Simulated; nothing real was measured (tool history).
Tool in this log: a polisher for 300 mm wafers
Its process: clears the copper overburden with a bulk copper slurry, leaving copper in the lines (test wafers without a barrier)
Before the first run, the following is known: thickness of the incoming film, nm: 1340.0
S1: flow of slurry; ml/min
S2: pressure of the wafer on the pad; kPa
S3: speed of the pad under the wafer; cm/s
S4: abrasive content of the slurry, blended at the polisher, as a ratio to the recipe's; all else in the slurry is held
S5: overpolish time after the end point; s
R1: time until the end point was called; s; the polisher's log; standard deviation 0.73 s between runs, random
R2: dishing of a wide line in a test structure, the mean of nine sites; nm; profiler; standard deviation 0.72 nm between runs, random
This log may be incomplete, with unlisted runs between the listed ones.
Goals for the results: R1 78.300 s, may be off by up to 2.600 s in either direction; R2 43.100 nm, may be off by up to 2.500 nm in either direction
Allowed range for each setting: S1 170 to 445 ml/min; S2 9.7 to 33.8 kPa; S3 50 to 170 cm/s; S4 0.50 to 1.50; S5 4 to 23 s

run 1 hour=0.0 | S1=285 S2=21.4 S3=110 S4=1.00 S5=12 | R1=106.770 R2=81.748
run 2 hour=6.7 | S1=310 S2=21.4 S3=110 S4=1.00 S5=12 | R1=105.470 R2=82.989
run 3 hour=11.8 | S1=265 S2=20.7 S3=124 S4=1.00 S5=9 | R1=100.080 R2=67.550
run 4 hour=19.5 | S1=265 S2=20.7 S3=124 S4=1.00 S5=13 | R1=100.620 R2=89.632
run 5 hour=25.6 | S1=235 S2=20.0 S3=140 S4=1.00 S5=10 | R1=95.060 R2=74.657
run 6 hour=29.0 | S1=215 S2=19.3 S3=150 S4=1.15 S5=8 | R1=90.738 R2=65.992
run 7 hour=31.6 | S1=200 S2=18.6 S3=156 S4=1.25 S5=7 | R1=90.241 R2=59.924
run 8 hour=34.6 | S1=190 S2=18.6 S3=160 S4=1.35 S5=6 | R1=88.023 R2=55.353
run 9 hour=37.2 | S1=185 S2=18.6 S3=164 S4=1.40 S5=5 | R1=84.573 R2=47.586
run 10 hour=42.1 | S1=205 S2=18.6 S3=164 S4=1.45 S5=5 | R1=82.909 R2=48.808
run 11 hour=48.1 | S1=245 S2=17.9 S3=166 S4=1.45 S5=5 | R1=83.705 R2=48.884
run 12 hour=54.2 | S1=245 S2=17.9 S3=166 S4=1.45 S5=5 | R1=83.326 R2=48.666
run 13 hour=57.6 | S1=295 S2=17.2 S3=168 S4=1.45 S5=5 | R1=84.834 R2=47.712
run 14 hour=61.5 | S1=345 S2=17.2 S3=168 S4=1.45 S5=5 | R1=83.949 R2=48.492
run 15 hour=65.5 | S1=355 S2=17.2 S3=168 S4=1.45 S5=5 | R1=83.720 R2=46.647
run 16 hour=71.4 | S1=385 S2=17.2 S3=168 S4=1.45 S5=5 | R1=82.647 R2=48.872
run 17 hour=79.2 | S1=390 S2=17.2 S3=168 S4=1.45 S5=5 | R1=82.680 R2=47.787
run 18 hour=88.0 | S1=410 S2=17.2 S3=168 S4=1.45 S5=5 | R1=81.523 R2=48.457
run 19 hour=96.9 | S1=420 S2=17.2 S3=168 S4=1.45 S5=5 | R1=82.600 R2=50.623
run 20 hour=101.3 | S1=345 S2=17.9 S3=168 S4=1.45 S5=5 | R1=81.188 R2=52.146
run 21 hour=104.7 | S1=425 S2=16.5 S3=170 S4=1.50 S5=4 | R1=84.845 R2=39.195

Consider the 4 candidate settings below. Which is the only one whose results all fall within their allowed miss of target?
run A hour=108.1 | S1=380 S2=15.9 S3=170 S4=1.50 S5=4 | R1=? R2=?
run B hour=108.1 | S1=415 S2=16.5 S3=168 S4=1.45 S5=5 | R1=? R2=?
run C hour=108.1 | S1=440 S2=17.9 S3=170 S4=1.45 S5=4 | R1=? R2=?
run D hour=108.1 | S1=425 S2=16.5 S3=170 S4=1.50 S5=5 | R1=? R2=?

move=A R1=87.350 R2=38.098
move=B R1=85.178 R2=47.132
move=C R1=78.420 R2=42.061
move=D R1=83.602 R2=47.867
A: the biggest miss grows against the last run
B: the biggest miss grows against the last run
C: every result lands within tolerance
D: gains on the last run, yet a result remains outside its allowed miss
Move C is the one to make.
